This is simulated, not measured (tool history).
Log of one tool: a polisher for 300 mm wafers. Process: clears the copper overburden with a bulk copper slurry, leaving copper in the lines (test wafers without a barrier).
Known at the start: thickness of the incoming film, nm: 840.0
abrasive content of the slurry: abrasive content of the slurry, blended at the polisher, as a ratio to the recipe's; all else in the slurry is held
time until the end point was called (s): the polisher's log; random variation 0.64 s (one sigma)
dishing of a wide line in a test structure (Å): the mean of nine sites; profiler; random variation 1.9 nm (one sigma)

run	hour	flow of slurry (ml/min)	pressure of the wafer on the pad (kPa)	speed of the pad under the wafer (m/s)	abrasive content of the slurry	overpolish time after the end point (s)	time until the end point was called (s)	dishing of a wide line in a test structure (Å)
1	0	165	14.5	1.28	1	23	84.796	986.18
2	5.3	170	15.2	1.28	1	19	81.643	903.56
3	10.9	170	15.2	0.98	1	19	98.261	831.41
4	15.6	175	16.5	1	1	16	90.71	820.96
5	24.4	175	13.8	1	1	16	104.29	711.15
6	26.2	175	11	1	1	16	120.03	624.42
7	28.1	185	13.8	1.02	1	13	100.46	632.29
8	34.4	195	15.9	1.04	1	13	89.634	652.4
9	38.2	195	17.2	1.06	1	13	85.093	704.19
10	40.2	190	18.6	1.1	1	13	77.815	747.47
11	42.7	195	19.3	1.12	1	14	74.791	818.83
12	43.6	200	20	1.14	1	14	72.559	838.95
13	47.7	200	20.7	1.16	1	13	69.421	847.07

Run 14 comes next. What will it give?
14	56.3	200	21.4	1.18	1	13	?	?

Run 14 gave time until the end point was called (s) 67.008, dishing of a wide line in a test structure (Å) 811.16.
